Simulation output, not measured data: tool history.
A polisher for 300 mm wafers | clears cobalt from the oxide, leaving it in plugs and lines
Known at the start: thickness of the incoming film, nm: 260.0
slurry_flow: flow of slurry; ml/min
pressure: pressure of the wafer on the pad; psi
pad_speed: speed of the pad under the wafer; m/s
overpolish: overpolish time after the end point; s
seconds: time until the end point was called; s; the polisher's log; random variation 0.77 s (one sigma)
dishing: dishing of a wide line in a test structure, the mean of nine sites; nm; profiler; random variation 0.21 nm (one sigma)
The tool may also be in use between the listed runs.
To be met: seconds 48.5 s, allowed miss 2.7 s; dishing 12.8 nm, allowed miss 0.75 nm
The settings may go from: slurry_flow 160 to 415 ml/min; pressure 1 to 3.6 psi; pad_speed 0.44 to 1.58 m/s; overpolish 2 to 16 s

run,hour,slurry_flow,pressure,pad_speed,overpolish,seconds,dishing
1,0,265,2.3,1,8,35.409,35.091
2,8.4,265,2.3,0.76,8,45.245,28.802
3,15.2,265,2.3,0.72,7,48.539,25.418
4,16.2,265,2.4,0.68,6,47.898,22.882
5,17,255,2.5,0.66,6,48.709,22.461
6,19.6,245,2.6,0.64,6,47.958,23.028
7,25.8,245,2.6,0.64,6,49.299,22.537
8,30.5,265,2.6,0.62,6,49.192,22.845
9,32,255,2.6,0.62,6,48.805,22.526
10,32.8,245,2.7,0.6,6,48.801,22.188
11,41.7,170,3.2,0.44,2,57.595,7.4873
12,49.1,170,3.2,0.44,2,56.185,7.7034
13,55.5,185,3.2,0.44,2,58.215,7.7873
14,64.3,200,3.2,0.44,2,56.809,7.6679
15,66.7,180,3.4,0.58,6,40.852,25.404
16,71.8,180,3.4,0.58,6,41.127,25.502
17,78.9,170,2.8,0.56,2,51.633,8.1762
18,83.4,185,2.8,0.56,2,52.37,8.3239
19,84.8,195,2.8,0.56,2,51.92,8.3934
20,86.1,205,2.8,0.56,2,52.03,8.4865
21,94,210,3,0.56,6,48.695,22.786
22,100.5,210,3,0.58,6,45.288,23.407
23,108.5,205,2.9,0.6,6,46.48,23.941
24,115.8,210,2.9,0.6,6,46.496,23.821
25,124.1,210,2.7,0.64,5,47.354,20.532
26,132.4,220,2.7,0.64,5,47.733,20.265

Which of these 5 next moves meets every target?
A,140.7,180,2.1,0.78,4,?,?
B,140.7,205,3,0.56,8,?,?
C,140.7,225,3.1,0.54,4,?,?
D,140.7,200,3.1,0.58,4,?,?
E,140.7,260,3,0.56,3,?,?

move,seconds,dishing
A,52.15,15.793
B,50.07,27.966
C,49.829,16.409
D,46.995,17.226
E,49.177,12.966
A: nearer than the last run, and not there yet
B: further off than the last run
C: nearer than the last run, and not there yet
D: nearer than the last run, and not there yet
E: meets every target
Answer: E
